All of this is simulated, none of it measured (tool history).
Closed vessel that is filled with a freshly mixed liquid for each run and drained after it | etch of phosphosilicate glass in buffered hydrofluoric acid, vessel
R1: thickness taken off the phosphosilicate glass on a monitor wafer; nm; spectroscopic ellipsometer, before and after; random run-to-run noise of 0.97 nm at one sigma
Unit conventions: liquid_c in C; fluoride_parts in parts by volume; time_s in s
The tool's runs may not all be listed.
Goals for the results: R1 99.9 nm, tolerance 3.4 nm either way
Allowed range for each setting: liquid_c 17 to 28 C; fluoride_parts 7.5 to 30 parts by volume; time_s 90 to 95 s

run 1 day=0 | liquid_c=20 fluoride_parts=21 time_s=90 | R1=136.65
run 2 day=0.138 | liquid_c=19.5 fluoride_parts=22 time_s=90 | R1=126.1
run 3 day=0.325 | liquid_c=19 fluoride_parts=22.5 time_s=90 | R1=119.67
run 4 day=0.458 | liquid_c=18.5 fluoride_parts=23 time_s=90 | R1=114.96
run 5 day=0.667 | liquid_c=18.5 fluoride_parts=20.5 time_s=90 | R1=126.79
run 6 day=0.892 | liquid_c=18 fluoride_parts=21.5 time_s=90 | R1=119.09
run 7 day=0.95 | liquid_c=18 fluoride_parts=22 time_s=90 | R1=117.91
run 8 day=1.108 | liquid_c=18 fluoride_parts=22.5 time_s=90 | R1=115.12
run 9 day=1.388 | liquid_c=18 fluoride_parts=23 time_s=90 | R1=112.33
run 10 day=1.567 | liquid_c=18 fluoride_parts=23.5 time_s=90 | R1=111.75
run 11 day=1.792 | liquid_c=18 fluoride_parts=24 time_s=90 | R1=109.84
run 12 day=1.896 | liquid_c=18 fluoride_parts=24.5 time_s=90 | R1=108.63

Exercise: of the 5 proposed moves below, exactly one satisfies all targets within the stated allowed misses. Which move is it?
run A day=2 | liquid_c=17 fluoride_parts=24 time_s=95 | R1=?
run B day=2 | liquid_c=17 fluoride_parts=28 time_s=95 | R1=?
run C day=2 | liquid_c=20.5 fluoride_parts=30 time_s=90 | R1=?
run D day=2 | liquid_c=17.5 fluoride_parts=22.5 time_s=90 | R1=?
run E day=2 | liquid_c=17 fluoride_parts=23 time_s=90 | R1=?

move=A R1=108.2
move=B R1=97.24
move=C R1=107.14
move=D R1=110.3
move=E R1=105.57
A: no better and no worse than the last run
B: each result inside its tolerance
C: gains on the last run, yet a result remains outside its allowed miss
D: its largest miss is bigger than the last run's
E: gains on the last run, yet a result remains outside its allowed miss
So the answer is move B, the one that meets all the targets.
